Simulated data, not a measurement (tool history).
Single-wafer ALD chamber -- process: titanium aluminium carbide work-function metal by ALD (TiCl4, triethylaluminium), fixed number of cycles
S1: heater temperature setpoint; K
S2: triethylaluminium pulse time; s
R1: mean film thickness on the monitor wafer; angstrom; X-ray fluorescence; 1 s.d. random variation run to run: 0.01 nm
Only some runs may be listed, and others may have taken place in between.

run	hour	S1	S2	R1
1	0	563.15	11.07	19.077
2	1.2	571.15	11.07	19.539
3	2.6	561.15	11.07	18.966
4	9.8	567.15	11.07	19.464
5	16.4	567.15	13.27	19.607
6	18.2	575.15	13.27	20.313
7	19.5	576.15	13.34	20.323

The next listed run, before its measurement:
8	26.3	576.15	13.34	?

{"run 8": {"R1": 20.435}}
